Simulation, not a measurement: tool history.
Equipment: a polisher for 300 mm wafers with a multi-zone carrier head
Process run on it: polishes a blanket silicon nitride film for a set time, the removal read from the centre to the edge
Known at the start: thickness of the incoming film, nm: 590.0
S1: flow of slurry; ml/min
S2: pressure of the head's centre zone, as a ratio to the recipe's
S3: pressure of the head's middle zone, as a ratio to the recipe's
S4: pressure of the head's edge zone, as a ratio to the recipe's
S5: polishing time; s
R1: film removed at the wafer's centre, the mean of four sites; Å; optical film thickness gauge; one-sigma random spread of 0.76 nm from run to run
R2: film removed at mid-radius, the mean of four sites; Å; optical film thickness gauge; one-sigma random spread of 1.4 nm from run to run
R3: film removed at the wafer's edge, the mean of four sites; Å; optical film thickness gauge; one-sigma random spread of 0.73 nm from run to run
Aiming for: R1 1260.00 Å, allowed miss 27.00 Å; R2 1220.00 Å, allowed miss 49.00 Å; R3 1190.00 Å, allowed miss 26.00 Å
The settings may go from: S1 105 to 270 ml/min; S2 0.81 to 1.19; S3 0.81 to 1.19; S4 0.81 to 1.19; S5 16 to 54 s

run  hour   S1    S2    S3    S4  S5       R1       R2       R3
  1   0.0  175  1.00  1.00  1.00  35   921.54   907.26   922.81
  2   0.8  175  1.00  1.00  1.00  27   710.85   708.64   710.18
  3   2.9  175  1.00  1.00  1.00  22   576.35   571.71   580.67
  4  10.2  175  1.00  0.94  1.00  22   575.14   547.79   581.00
  5  13.7  175  1.00  0.94  1.00  18   471.39   447.21   477.28
  6  20.6  175  1.00  0.88  1.00  18   467.61   422.24   473.20
  7  23.7  190  1.03  0.96  1.05  23   629.11   596.11   626.37
  8  28.7  195  1.06  0.99  1.09  27   767.05   705.63   756.04
  9  37.5  205  1.08  1.04  1.12  29   835.47   805.01   819.76
 10  38.3  210  1.10  1.06  1.14  32   948.26   901.21   910.92
 11  41.6  215  1.11  1.08  1.15  34  1020.40   968.87   973.84
 12  44.2  220  1.12  1.10  1.16  36  1079.30  1045.60  1027.30
 13  50.6  225  1.13  1.11  1.17  37  1140.80  1082.70  1084.30
     53.4  -- slurry nozzle cleaned
 14  53.4  235  1.13  1.12  1.18  38  1200.10  1157.20  1134.50
 15  57.6  245  1.13  1.12  1.18  38  1213.70  1157.70  1140.60
 16  58.9  250  1.13  1.12  1.18  38  1210.60  1148.20  1128.70

Exactly one of the 4 candidate moves below puts every result within its allowed miss. Which one?
  A  60.2  255  1.02  0.91  1.19  42   ?   ?   ?
  B  60.2  240  1.15  1.19  1.16  36   ?   ?   ?
  C  60.2  230  1.18  1.17  1.05  38   ?   ?   ?
  D  60.2  245  1.09  1.07  1.10  41   ?   ?   ?

move       R1       R2       R3
   A  1203.90  1066.50  1272.40
   B  1158.70  1140.20  1067.20
   C  1248.80  1180.80  1067.70
   D  1252.30  1188.20  1186.60
A: takes the biggest miss from the last run beyond its target
B: the biggest miss grows against the last run
C: the biggest miss grows against the last run
D: all results in spec
D meets every target.
